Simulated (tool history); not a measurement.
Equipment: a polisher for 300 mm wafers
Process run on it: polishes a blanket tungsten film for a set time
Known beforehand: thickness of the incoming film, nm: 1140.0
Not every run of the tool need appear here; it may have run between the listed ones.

| run | hour | flow of slurry (ml/min) | pressure of the wafer on the pad (psi) | speed of the pad under the wafer (cm/s) | abrasive content of the slurry | polishing time (s) | film removed (Å) |
|---|---|---|---|---|---|---|---|
| 1 | 0 | 180 | 4.9 | 114 | 1 | 34 | 2631.5 |
| 2 | 1.5 | 185 | 5.1 | 114 | 1 | 34 | 2787.1 |
| 3 | 6.2 | 185 | 5.1 | 114 | 1.2 | 34 | 2821.1 |
| 4 | 6.7 | 190 | 5.3 | 114 | 1.2 | 34 | 2951.3 |
| 5 | 7.5 | 195 | 5.4 | 114 | 1.2 | 34 | 2976.2 |
| 6 | 9.9 | 210 | 5.4 | 114 | 1.2 | 34 | 3029.7 |
| 7 | 12.9 | 210 | 5.5 | 114 | 1.2 | 34 | 3100 |
| 8 | 18.2 | 210 | 5.6 | 114 | 1.2 | 34 | 3137 |
| 9 | 19.4 | 210 | 5.7 | 114 | 1.2 | 34 | 3225.2 |

Run 10 has not been measured yet. What should we expect?
| 10 | 28.3 | 210 | 5.8 | 114 | 1.2 | 34 | ? |

film removed (Å): 3216.8
